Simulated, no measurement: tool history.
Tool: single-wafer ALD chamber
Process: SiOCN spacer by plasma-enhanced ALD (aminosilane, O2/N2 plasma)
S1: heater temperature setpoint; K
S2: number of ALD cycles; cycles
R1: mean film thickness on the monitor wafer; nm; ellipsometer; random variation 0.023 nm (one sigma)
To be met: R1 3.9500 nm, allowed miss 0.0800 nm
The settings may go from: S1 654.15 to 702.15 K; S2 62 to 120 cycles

run	day	S1	S2	R1
1	0.000	678.15	91	5.2574
2	0.121	680.15	86	4.9581
3	0.192	682.15	82	4.6955
4	0.283	682.15	94	5.4379
5	0.483	682.15	89	5.1570
6	0.704	688.15	89	5.0307
7	0.917	689.15	85	4.7930
8	1.258	690.15	82	4.5870
9	1.400	691.15	80	4.5274
10	1.504	692.15	78	4.3547
11	1.746	693.15	77	4.3217
12	1.846	694.15	76	4.2122
13	2.079	695.15	75	4.1500
14	2.154	696.15	74	4.1423
15	2.462	696.15	73	4.0494

Which of these 5 next moves meets every target?
A	2.771	690.15	74	?
B	2.771	691.15	73	?
C	2.771	687.15	73	?
D	2.771	694.15	71	?
E	2.771	700.15	77	?

move	R1
A	4.1792
B	4.1113
C	4.1570
D	3.9654
E	4.2282
A: further off than the last run
B: further off than the last run
C: further off than the last run
D: meets every target
E: further off than the last run
Answer: D
